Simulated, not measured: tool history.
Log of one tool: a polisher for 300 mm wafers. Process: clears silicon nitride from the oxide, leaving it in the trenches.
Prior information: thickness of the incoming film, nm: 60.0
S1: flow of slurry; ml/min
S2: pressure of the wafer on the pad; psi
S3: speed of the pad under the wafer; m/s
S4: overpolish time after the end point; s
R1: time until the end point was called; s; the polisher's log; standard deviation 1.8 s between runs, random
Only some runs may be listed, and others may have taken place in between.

run 1 hour=0.0 | S1=160 S2=2.5 S3=0.98 S4=36 | R1=92.852
run 2 hour=7.1 | S1=160 S2=2.4 S3=0.98 S4=36 | R1=97.579
run 3 hour=8.7 | S1=160 S2=2.4 S3=0.98 S4=36 | R1=96.006
run 4 hour=11.5 | S1=160 S2=2.4 S3=1.20 S4=36 | R1=86.852
run 5 hour=15.6 | S1=160 S2=2.3 S3=1.20 S4=36 | R1=88.000
run 6 hour=20.0 | S1=160 S2=2.2 S3=1.20 S4=36 | R1=94.264

Run 7 comes next. What will it give?
run 7 hour=28.6 | S1=160 S2=2.1 S3=1.20 S4=36 | R1=?

{"run 7": {"R1": 96.987}}
